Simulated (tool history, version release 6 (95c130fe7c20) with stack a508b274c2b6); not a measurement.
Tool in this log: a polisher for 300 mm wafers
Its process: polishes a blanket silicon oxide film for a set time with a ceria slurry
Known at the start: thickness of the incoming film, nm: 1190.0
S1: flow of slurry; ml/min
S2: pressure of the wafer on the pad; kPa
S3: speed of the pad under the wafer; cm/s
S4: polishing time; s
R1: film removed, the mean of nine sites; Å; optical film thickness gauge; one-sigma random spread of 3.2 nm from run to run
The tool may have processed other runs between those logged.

run 1 hour=0.0 | S1=210 S2=29.0 S3=118 S4=26 | R1=2245.7
run 2 hour=1.2 | S1=210 S2=29.0 S3=118 S4=24 | R1=1998.7
run 3 hour=9.6 | S1=210 S2=30.3 S3=118 S4=24 | R1=2104.6
run 4 hour=17.1 | S1=210 S2=33.1 S3=118 S4=24 | R1=2315.9
run 5 hour=19.4 | S1=210 S2=33.8 S3=118 S4=24 | R1=2320.7
run 6 hour=20.1 | S1=210 S2=35.2 S3=118 S4=24 | R1=2409.0
run 7 hour=26.0 | S1=210 S2=35.9 S3=118 S4=24 | R1=2443.3
run 8 hour=28.0 | S1=210 S2=36.5 S3=118 S4=24 | R1=2449.1
run 9 hour=30.7 | S1=210 S2=37.2 S3=118 S4=24 | R1=2455.3

Run 10 has not been measured yet. What should we expect?
run 10 hour=34.6 | S1=210 S2=37.9 S3=118 S4=24 | R1=?

Logged for run 10: R1 2490.4 Å.
